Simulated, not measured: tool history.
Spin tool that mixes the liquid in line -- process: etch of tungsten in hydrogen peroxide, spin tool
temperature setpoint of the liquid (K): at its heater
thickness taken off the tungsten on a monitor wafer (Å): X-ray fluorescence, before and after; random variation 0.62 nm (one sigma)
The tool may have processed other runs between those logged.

run  hour  temperature setpoint of the liquid (K)  concentration of hydrogen peroxide in the mixed liquid (% by weight)  time under the liquid (s)  thickness taken off the tungsten on a monitor wafer (Å)
  1   0.0                                  319.15                                                                  20.0                         45                                                   798.10
  2   2.2                                  319.15                                                                  17.0                         45                                                   732.13
  3   3.4                                  320.65                                                                  17.0                         45                                                   800.35
  4   4.9                                  320.65                                                                  14.0                         45                                                   723.59
  5   6.3                                  322.15                                                                  14.0                         45                                                   799.17
  6   9.0                                  322.15                                                                  17.0                         45                                                   882.93
  7  10.2                                  323.15                                                                  17.0                         45                                                   943.80
  8  11.7                                  324.15                                                                  17.0                         45                                                   997.24
  9  13.3                                  324.65                                                                  17.0                         45                                                  1020.10
 10  14.6                                  325.15                                                                  17.0                         45                                                  1059.10
 11  21.5                                  325.65                                                                  17.0                         45                                                  1091.50

Predict the results of run 12:
 12  26.7                                  326.15                                                                  17.0                         45                                                        ?

thickness taken off the tungsten on a monitor wafer (Å): 1120.70
